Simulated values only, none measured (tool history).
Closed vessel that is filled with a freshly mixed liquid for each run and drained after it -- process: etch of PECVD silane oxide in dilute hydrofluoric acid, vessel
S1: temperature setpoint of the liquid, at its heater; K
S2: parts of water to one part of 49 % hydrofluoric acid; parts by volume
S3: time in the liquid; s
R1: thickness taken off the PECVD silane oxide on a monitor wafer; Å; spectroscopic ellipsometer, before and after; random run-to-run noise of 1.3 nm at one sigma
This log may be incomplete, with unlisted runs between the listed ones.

run  hour      S1   S2   S3      R1
  1     0  296.15  125  255  653.86
  2   1.1  296.15  160  255  495.31
  3   8.3  298.15  160  255  529.29
  4    15  296.65  160  255  498.97
  5  22.1  298.15  140  255  636.32
  6  30.2  298.15  160  255  533.46

Estimate the outcome of run 7 from the log above:
  7    37  302.15  110  255   ?

For run 7 the tool returned R1 970.12 Å.

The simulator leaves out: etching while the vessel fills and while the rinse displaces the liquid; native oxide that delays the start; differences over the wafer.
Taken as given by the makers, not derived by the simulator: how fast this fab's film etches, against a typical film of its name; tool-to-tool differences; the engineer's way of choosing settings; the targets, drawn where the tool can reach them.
